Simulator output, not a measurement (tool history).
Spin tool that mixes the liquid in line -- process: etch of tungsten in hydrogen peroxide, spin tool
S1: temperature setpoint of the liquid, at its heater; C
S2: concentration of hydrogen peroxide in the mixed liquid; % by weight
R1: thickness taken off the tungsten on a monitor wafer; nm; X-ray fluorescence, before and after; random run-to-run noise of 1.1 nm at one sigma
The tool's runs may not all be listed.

Run 1, hour 0.0: S1 57.0 C, S2 15.0 % by weight, time under the liquid (s) 50. Result: R1 97.573 nm.
Run 2, hour 3.5: S1 57.0 C, S2 13.5 % by weight, time under the liquid (s) 50. Result: R1 92.388 nm.
Run 3, hour 10.8: S1 57.0 C, S2 12.0 % by weight, time under the liquid (s) 50. Result: R1 87.094 nm.
Run 4, hour 13.6: S1 60.5 C, S2 12.0 % by weight, time under the liquid (s) 50. Result: R1 107.120 nm.
Run 5, hour 17.0: S1 61.0 C, S2 12.0 % by weight, time under the liquid (s) 50. Result: R1 109.150 nm.
Run 6, hour 21.6: S1 61.5 C, S2 12.0 % by weight, time under the liquid (s) 50. Result: R1 111.620 nm.

Forecast run 7:
Run 7, hour 30.5: S1 62.0 C, S2 12.0 % by weight, time under the liquid (s) 50. Result: R1 ?.

Run 7 yielded R1 114.070 nm.
